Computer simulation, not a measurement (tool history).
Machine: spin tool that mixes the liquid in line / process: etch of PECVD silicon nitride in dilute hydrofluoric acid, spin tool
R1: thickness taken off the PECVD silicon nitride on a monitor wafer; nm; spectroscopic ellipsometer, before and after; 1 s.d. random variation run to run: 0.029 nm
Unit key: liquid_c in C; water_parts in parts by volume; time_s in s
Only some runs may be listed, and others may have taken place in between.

run 1 hour=0 | liquid_c=23 water_parts=230 time_s=50 | R1=0.55348
run 2 hour=2.4 | liquid_c=25.5 water_parts=175 time_s=50 | R1=0.86477
run 3 hour=6.2 | liquid_c=25.5 water_parts=175 time_s=50 | R1=0.87027
run 4 hour=13.3 | liquid_c=25.5 water_parts=110 time_s=50 | R1=1.3814
run 5 hour=19.6 | liquid_c=24 water_parts=110 time_s=50 | R1=1.2262
run 6 hour=24.6 | liquid_c=26 water_parts=95 time_s=50 | R1=1.6297
run 7 hour=30.5 | liquid_c=27.5 water_parts=95 time_s=50 | R1=1.8315
run 8 hour=32.5 | liquid_c=28 water_parts=95 time_s=50 | R1=1.8892
run 9 hour=34.4 | liquid_c=28.5 water_parts=95 time_s=50 | R1=1.8893

Forecast run 10:
run 10 hour=35.2 | liquid_c=29 water_parts=95 time_s=50 | R1=?

Run 10 came out at R1 1.9799 nm.
